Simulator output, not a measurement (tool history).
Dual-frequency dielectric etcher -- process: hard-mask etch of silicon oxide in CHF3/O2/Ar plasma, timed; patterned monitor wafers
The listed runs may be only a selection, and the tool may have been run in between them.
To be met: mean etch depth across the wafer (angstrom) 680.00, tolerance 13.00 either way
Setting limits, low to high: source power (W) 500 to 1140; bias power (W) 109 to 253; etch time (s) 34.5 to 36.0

run,hour,source power (W),bias power (W),etch time (s),mean etch depth across the wafer (angstrom)
1,0.0,820,181,34.5,736.98
2,3.2,820,197,34.5,764.11
3,8.5,820,211,34.5,771.41
4,9.1,760,208,34.5,744.12
5,17.5,760,208,34.5,756.31
6,21.7,710,203,34.5,723.04
7,28.9,680,202,34.5,709.51
8,32.2,660,201,34.5,700.10

Of the 5 settings listed for the next run, only one would bring every result within its allowed miss of target. Which one?
A,35.5,590,233,35.0,?
B,35.5,680,178,36.0,?
C,35.5,680,205,36.0,?
D,35.5,580,211,35.0,?
E,35.5,680,202,35.0,?

move,mean etch depth across the wafer (angstrom)
A,713.35
B,712.58
C,746.68
D,684.24
E,722.36
A: moves away from the targets compared with the last run
B: moves away from the targets compared with the last run
C: moves away from the targets compared with the last run
D: all results in spec
E: moves away from the targets compared with the last run
D meets every target.
